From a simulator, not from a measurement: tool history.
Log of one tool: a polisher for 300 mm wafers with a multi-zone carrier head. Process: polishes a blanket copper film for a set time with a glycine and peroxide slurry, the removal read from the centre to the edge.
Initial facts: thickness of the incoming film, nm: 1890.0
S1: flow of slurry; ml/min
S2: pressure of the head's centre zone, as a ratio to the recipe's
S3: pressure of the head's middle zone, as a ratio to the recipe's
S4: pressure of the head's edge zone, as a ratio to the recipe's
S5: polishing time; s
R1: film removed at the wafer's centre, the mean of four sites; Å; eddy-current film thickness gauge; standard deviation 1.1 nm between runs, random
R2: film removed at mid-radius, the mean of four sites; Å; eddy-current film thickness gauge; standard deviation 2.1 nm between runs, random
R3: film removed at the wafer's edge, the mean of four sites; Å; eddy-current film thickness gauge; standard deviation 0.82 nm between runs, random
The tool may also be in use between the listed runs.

| run | hour | S1 | S2 | S3 | S4 | S5 | R1 | R2 | R3 |
|---|---|---|---|---|---|---|---|---|---|
| 1 | 0 | 130 | 1 | 1 | 1 | 35 | 1842.6 | 1834.7 | 1807.7 |
| 2 | 1 | 130 | 1 | 1 | 1.08 | 35 | 1825.4 | 1824.8 | 1917.1 |
| 3 | 5.1 | 130 | 0.92 | 1 | 1.08 | 35 | 1670.2 | 1823.4 | 1896.9 |
| 4 | 7.3 | 130 | 0.92 | 0.96 | 1.08 | 35 | 1697.8 | 1749.8 | 1892.8 |
| 5 | 8.3 | 130 | 0.88 | 0.96 | 1.08 | 35 | 1599.4 | 1768.6 | 1903.4 |
| 6 | 17.2 | 130 | 0.88 | 0.96 | 1.08 | 42 | 1948.1 | 2101.6 | 2269.5 |
| 7 | 25.7 | 120 | 0.86 | 0.97 | 1.02 | 39 | 1723.3 | 1929.5 | 2037.3 |
| 8 | 32.3 | 120 | 0.86 | 1 | 0.97 | 36 | 1587.1 | 1830.8 | 1817.4 |
| 9 | 37.7 | 85 | 0.81 | 1.06 | 0.87 | 28 | 1029.4 | 1311.5 | 1253.7 |
| 10 | 43.6 | 95 | 0.82 | 1.07 | 0.87 | 28 | 1076.7 | 1358.6 | 1268.5 |
| 11 | 51.6 | 105 | 0.82 | 1.08 | 0.87 | 28 | 1119.1 | 1438.5 | 1315 |
| 12 | 56.6 | 110 | 0.82 | 1.08 | 0.87 | 28 | 1145.5 | 1444.5 | 1328.8 |

What does the tool deliver on the next run?
| 13 | 59.6 | 110 | 0.82 | 1.09 | 0.87 | 28 | ? | ? | ? |

{"run 13": {"R1": 1149.2, "R2": 1505.5, "R3": 1318.7}}
